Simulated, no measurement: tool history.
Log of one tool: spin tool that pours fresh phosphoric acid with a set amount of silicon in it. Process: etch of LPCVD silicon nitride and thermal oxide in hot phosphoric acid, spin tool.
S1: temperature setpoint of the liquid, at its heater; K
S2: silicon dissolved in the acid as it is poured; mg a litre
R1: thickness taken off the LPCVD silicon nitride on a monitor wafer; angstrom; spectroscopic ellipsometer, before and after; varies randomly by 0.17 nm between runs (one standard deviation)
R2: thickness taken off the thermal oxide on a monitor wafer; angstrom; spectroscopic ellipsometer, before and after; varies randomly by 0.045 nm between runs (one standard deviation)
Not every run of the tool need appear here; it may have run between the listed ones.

run 1 hour=0.0 | S1=435.15 S2=15.5 time_under_the_liquid_(s)=180 | R1=154.06 R2=3.6093
run 2 hour=6.9 | S1=435.15 S2=9.0 time_under_the_liquid_(s)=180 | R1=155.90 R2=4.7149
run 3 hour=13.0 | S1=435.15 S2=9.0 time_under_the_liquid_(s)=140 | R1=120.25 R2=3.4513
run 4 hour=21.2 | S1=436.15 S2=11.0 time_under_the_liquid_(s)=165 | R1=144.77 R2=4.2647
run 5 hour=26.2 | S1=436.15 S2=11.0 time_under_the_liquid_(s)=210 | R1=187.74 R2=5.3702
run 6 hour=29.6 | S1=436.15 S2=19.5 time_under_the_liquid_(s)=210 | R1=187.27 R2=4.7452
run 7 hour=34.7 | S1=436.65 S2=20.5 time_under_the_liquid_(s)=220 | R1=198.53 R2=4.0038
run 8 hour=39.5 | S1=437.15 S2=19.0 time_under_the_liquid_(s)=225 | R1=207.61 R2=5.2629
run 9 hour=43.6 | S1=437.15 S2=19.5 time_under_the_liquid_(s)=230 | R1=210.89 R2=5.0616
run 10 hour=46.0 | S1=437.15 S2=19.5 time_under_the_liquid_(s)=235 | R1=216.38 R2=5.1803
run 11 hour=50.5 | S1=437.15 S2=19.5 time_under_the_liquid_(s)=240 | R1=220.17 R2=5.5499
run 12 hour=59.0 | S1=437.15 S2=20.0 time_under_the_liquid_(s)=245 | R1=223.16 R2=5.3179

Run 13 has not been measured yet. What should we expect?
run 13 hour=65.2 | S1=437.65 S2=20.0 time_under_the_liquid_(s)=250 | R1=? R2=?

{"run 13": {"R1": 232.52, "R2": 5.7456}}

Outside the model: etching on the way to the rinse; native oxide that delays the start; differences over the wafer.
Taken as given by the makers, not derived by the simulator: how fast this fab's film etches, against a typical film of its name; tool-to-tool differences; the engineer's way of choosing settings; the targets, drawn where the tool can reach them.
